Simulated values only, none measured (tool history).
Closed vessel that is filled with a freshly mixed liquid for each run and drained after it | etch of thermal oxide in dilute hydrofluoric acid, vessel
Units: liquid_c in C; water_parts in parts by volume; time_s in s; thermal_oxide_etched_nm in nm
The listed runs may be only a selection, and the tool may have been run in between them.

Run 1, hour 0: liquid_c 24 C, water_parts 125 parts by volume, time_s 740 s. Result: thermal_oxide_etched_nm 24.85 nm.
Run 2, hour 2.2: liquid_c 27.5 C, water_parts 125 parts by volume, time_s 740 s. Result: thermal_oxide_etched_nm 28.299 nm.
Run 3, hour 7: liquid_c 27.5 C, water_parts 125 parts by volume, time_s 740 s. Result: thermal_oxide_etched_nm 28.388 nm.
Run 4, hour 14.7: liquid_c 27.5 C, water_parts 125 parts by volume, time_s 740 s. Result: thermal_oxide_etched_nm 28.766 nm.
Run 5, hour 18.1: liquid_c 27.5 C, water_parts 125 parts by volume, time_s 740 s. Result: thermal_oxide_etched_nm 28.28 nm.
Run 6, hour 20.9: liquid_c 27.5 C, water_parts 125 parts by volume, time_s 740 s. Result: thermal_oxide_etched_nm 28.069 nm.
Run 7, hour 25.4: liquid_c 23.5 C, water_parts 175 parts by volume, time_s 730 s. Result: thermal_oxide_etched_nm 16.271 nm.

Forecast run 8:
Run 8, hour 31.5: liquid_c 22.5 C, water_parts 175 parts by volume, time_s 730 s. Result: thermal_oxide_etched_nm ?.

For run 8 the tool returned thermal_oxide_etched_nm 15.591 nm.
